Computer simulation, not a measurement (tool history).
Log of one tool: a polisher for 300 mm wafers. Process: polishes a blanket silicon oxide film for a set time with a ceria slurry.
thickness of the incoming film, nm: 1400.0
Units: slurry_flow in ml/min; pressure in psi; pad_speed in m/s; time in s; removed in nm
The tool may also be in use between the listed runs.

{"run": 1, "hour": 0.0, "slurry_flow": 195, "pressure": 3.5, "pad_speed": 1.08, "time": 37, "removed": 199.67}
{"run": 2, "hour": 6.4, "slurry_flow": 170, "pressure": 3.5, "pad_speed": 1.08, "time": 37, "removed": 195.94}
{"run": 3, "hour": 8.1, "slurry_flow": 170, "pressure": 3.5, "pad_speed": 0.96, "time": 37, "removed": 177.7}
{"run": 4, "hour": 15.8, "slurry_flow": 125, "pressure": 3.5, "pad_speed": 0.96, "time": 37, "removed": 168.57}
{"run": 5, "hour": 21.4, "slurry_flow": 160, "pressure": 4, "pad_speed": 0.96, "time": 37, "removed": 200.78}
{"run": 6, "hour": 26.5, "slurry_flow": 160, "pressure": 3.6, "pad_speed": 0.96, "time": 37, "removed": 180.48}
{"run": 7, "hour": 31.0, "slurry_flow": 185, "pressure": 4.1, "pad_speed": 0.96, "time": 37, "removed": 207.71}
{"run": 8, "hour": 40.0, "slurry_flow": 200, "pressure": 4.5, "pad_speed": 0.96, "time": 37, "removed": 228.28}

The next listed run, before its measurement:
{"run": 9, "hour": 48.0, "slurry_flow": 200, "pressure": 5.4, "pad_speed": 0.98, "time": 37, "removed": "?"}

removed: 278.01 nm

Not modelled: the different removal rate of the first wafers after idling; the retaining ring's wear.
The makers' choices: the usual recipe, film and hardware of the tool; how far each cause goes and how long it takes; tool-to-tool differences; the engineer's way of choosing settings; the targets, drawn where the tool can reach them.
